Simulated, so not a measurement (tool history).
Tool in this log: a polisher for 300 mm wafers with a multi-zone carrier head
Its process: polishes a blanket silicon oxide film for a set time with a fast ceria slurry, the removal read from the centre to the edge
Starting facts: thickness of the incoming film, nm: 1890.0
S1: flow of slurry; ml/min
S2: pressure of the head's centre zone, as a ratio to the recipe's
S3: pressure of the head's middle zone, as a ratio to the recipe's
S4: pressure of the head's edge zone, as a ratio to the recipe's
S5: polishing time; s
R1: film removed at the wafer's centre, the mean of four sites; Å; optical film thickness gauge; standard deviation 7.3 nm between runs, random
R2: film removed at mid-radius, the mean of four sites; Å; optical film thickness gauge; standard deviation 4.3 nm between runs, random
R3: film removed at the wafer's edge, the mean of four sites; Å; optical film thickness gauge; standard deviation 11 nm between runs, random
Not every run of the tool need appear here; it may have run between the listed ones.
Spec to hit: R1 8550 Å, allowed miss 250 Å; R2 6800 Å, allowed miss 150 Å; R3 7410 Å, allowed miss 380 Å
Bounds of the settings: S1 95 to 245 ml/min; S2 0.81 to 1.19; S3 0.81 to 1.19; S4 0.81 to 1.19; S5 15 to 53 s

run    day   S1    S2    S3    S4  S5      R1      R2      R3
  1      0  155     1     1     1  34  5201.8  5180.7    5195
  2  0.083  155     1     1  1.08  34  5292.9    5226    5382
  3  0.133  155     1     1  1.08  42  6495.6  6491.7    6379
  4  0.467  165  1.02  0.99   1.1  42  6741.1  6359.3  6472.5
  5  0.608  170  1.03  0.99  1.11  42  6733.7  6389.9  6743.5
  6  0.771  195  1.03  0.99  1.11  42  7013.5  6684.9  6966.5
  7  1.108  200  1.05  0.99   1.1  42  7183.4  6684.7  6902.1
  8  1.267  205  1.07  0.99   1.1  42    7222  6680.2  6935.2
  9  1.521  210  1.09  0.98   1.1  42  7571.3  6616.8  6824.3
 10  1.604  215   1.1  0.98  1.11  42  7632.1  6655.9  6855.9

5 next moves are on the table. One of them brings every result within its allowed miss. Which?
  A  1.688  245  1.15  0.93  1.13  44   ?   ?   ?
  B  1.688  190  1.08  1.04  0.98  40   ?   ?   ?
  C  1.688  215  1.02  0.93  1.19  43   ?   ?   ?
  D  1.688  245  0.99  1.04  1.16  39   ?   ?   ?
  E  1.688  175  0.93  0.99  1.13  42   ?   ?   ?

move      R1      R2      R3
   A    8373    6851  7494.8
   B  6849.7  6578.2  6159.6
   C    7120  6567.8  7416.3
   D  6418.7    6677  6723.6
   E  6117.2  6534.8  6875.1
A: all results land within tolerance of their targets
B: lands further from the targets than the last run did
C: lands further from the targets than the last run did
D: lands further from the targets than the last run did
E: lands further from the targets than the last run did
A meets every target.
